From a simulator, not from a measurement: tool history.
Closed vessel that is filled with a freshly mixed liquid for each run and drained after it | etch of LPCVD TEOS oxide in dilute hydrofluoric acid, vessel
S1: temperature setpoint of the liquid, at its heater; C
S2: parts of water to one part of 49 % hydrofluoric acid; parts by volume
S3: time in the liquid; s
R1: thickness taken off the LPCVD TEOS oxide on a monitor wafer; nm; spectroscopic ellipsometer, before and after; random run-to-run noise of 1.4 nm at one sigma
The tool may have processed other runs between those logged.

run	hour	S1	S2	S3	R1
1	0.0	26.0	55	105	122.10
2	7.0	27.0	55	105	126.72
3	12.5	24.0	55	105	111.94
4	19.9	24.0	55	115	124.00
5	22.6	22.5	55	115	117.92
6	29.1	23.5	55	115	120.66
7	31.0	23.5	55	115	121.55
8	39.2	27.5	55	115	139.51
9	43.8	28.0	55	115	143.14

Run 10 is up next; what results do you expect?
10	44.4	28.5	55	115	?

{"run 10": {"R1": 146.75}}
